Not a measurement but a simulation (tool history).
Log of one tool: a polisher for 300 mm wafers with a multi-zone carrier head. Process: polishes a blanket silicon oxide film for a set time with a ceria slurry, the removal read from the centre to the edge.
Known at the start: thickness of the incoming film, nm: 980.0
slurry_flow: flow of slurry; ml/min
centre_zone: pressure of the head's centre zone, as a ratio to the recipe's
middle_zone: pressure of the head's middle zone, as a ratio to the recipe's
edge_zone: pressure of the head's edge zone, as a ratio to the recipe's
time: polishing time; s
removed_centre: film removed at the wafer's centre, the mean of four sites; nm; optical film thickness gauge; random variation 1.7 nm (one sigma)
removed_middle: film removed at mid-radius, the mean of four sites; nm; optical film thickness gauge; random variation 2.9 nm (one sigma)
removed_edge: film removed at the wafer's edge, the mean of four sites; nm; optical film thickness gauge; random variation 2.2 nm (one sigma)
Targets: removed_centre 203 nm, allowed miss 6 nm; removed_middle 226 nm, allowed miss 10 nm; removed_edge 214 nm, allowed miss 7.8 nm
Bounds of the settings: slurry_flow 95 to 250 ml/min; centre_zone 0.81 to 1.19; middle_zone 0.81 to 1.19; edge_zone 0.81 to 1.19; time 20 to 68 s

run 1 hour=0 | slurry_flow=160 centre_zone=1 middle_zone=1 edge_zone=1 time=44 | removed_centre=232.41 removed_middle=229.76 removed_edge=230.77
run 2 hour=4.5 | slurry_flow=140 centre_zone=1 middle_zone=1 edge_zone=1 time=44 | removed_centre=226.45 removed_middle=215.08 removed_edge=222.47
run 3 hour=5.6 | slurry_flow=140 centre_zone=1 middle_zone=1 edge_zone=1 time=52 | removed_centre=267.4 removed_middle=261.87 removed_edge=264.52
run 4 hour=13.5 | slurry_flow=140 centre_zone=1 middle_zone=1 edge_zone=1 time=62 | removed_centre=314.87 removed_middle=310.09 removed_edge=314.19
run 5 hour=17.2 | slurry_flow=160 centre_zone=1 middle_zone=1 edge_zone=1 time=62 | removed_centre=327.21 removed_middle=317.97 removed_edge=320.92
run 6 hour=17.9 | slurry_flow=155 centre_zone=0.97 middle_zone=1 edge_zone=0.96 time=58 | removed_centre=296.49 removed_middle=293.09 removed_edge=294.81
run 7 hour=20.5 | slurry_flow=145 centre_zone=0.95 middle_zone=1.02 edge_zone=0.94 time=54 | removed_centre=266.69 removed_middle=275.71 removed_edge=272.1
run 8 hour=24.8 | slurry_flow=140 centre_zone=0.94 middle_zone=1.03 edge_zone=0.93 time=51 | removed_centre=248.95 removed_middle=267.55 removed_edge=253.02

Which of these 5 next moves meets every target?
run A hour=29.1 | slurry_flow=110 centre_zone=0.89 middle_zone=1.08 edge_zone=0.97 time=44 | removed_centre=? removed_middle=? removed_edge=?
run B hour=29.1 | slurry_flow=115 centre_zone=0.84 middle_zone=1.17 edge_zone=0.88 time=46 | removed_centre=? removed_middle=? removed_edge=?
run C hour=29.1 | slurry_flow=170 centre_zone=0.83 middle_zone=1.18 edge_zone=0.96 time=42 | removed_centre=? removed_middle=? removed_edge=?
run D hour=29.1 | slurry_flow=160 centre_zone=0.83 middle_zone=1.02 edge_zone=1.02 time=44 | removed_centre=? removed_middle=? removed_edge=?
run E hour=29.1 | slurry_flow=160 centre_zone=0.86 middle_zone=0.98 edge_zone=0.85 time=45 | removed_centre=? removed_middle=? removed_edge=?

move=A removed_centre=192.47 removed_middle=222.45 removed_edge=211.09
move=B removed_centre=192.14 removed_middle=250.69 removed_edge=212.16
move=C removed_centre=188.63 removed_middle=248.28 removed_edge=212.64
move=D removed_centre=195.2 removed_middle=229.07 removed_edge=228.14
move=E removed_centre=206.86 removed_middle=227.03 removed_edge=214.4
A: takes the result that was furthest off past its target
B: takes the result that was furthest off past its target
C: takes the result that was furthest off past its target
D: takes the result that was furthest off past its target
E: meets every target
Answer: E
